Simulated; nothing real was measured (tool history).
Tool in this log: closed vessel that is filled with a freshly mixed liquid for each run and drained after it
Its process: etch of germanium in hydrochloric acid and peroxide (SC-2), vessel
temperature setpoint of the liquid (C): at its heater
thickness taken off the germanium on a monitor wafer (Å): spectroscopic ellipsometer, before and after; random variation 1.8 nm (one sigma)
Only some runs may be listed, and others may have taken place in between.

run	hour	temperature setpoint of the liquid (C)	parts of water to one part each of 37 % hydrochloric acid and 30 % peroxide (parts by volume)	time in the liquid (s)	thickness taken off the germanium on a monitor wafer (Å)
1	0	51	10.5	105	3510.3
2	2.4	53.5	10.5	105	3801.9
3	3.6	55	10.5	105	3970.9
4	7.4	56	10.5	105	4113.7
5	11	56.5	10.5	105	4193.5
6	12.6	56.5	10.5	115	4569
7	20.2	56	10.5	115	4460.3

Estimate the outcome of run 8 from the log above:
8	23	55.5	10.5	115	?

{"run 8": {"thickness taken off the germanium on a monitor wafer (Å)": 4454}}
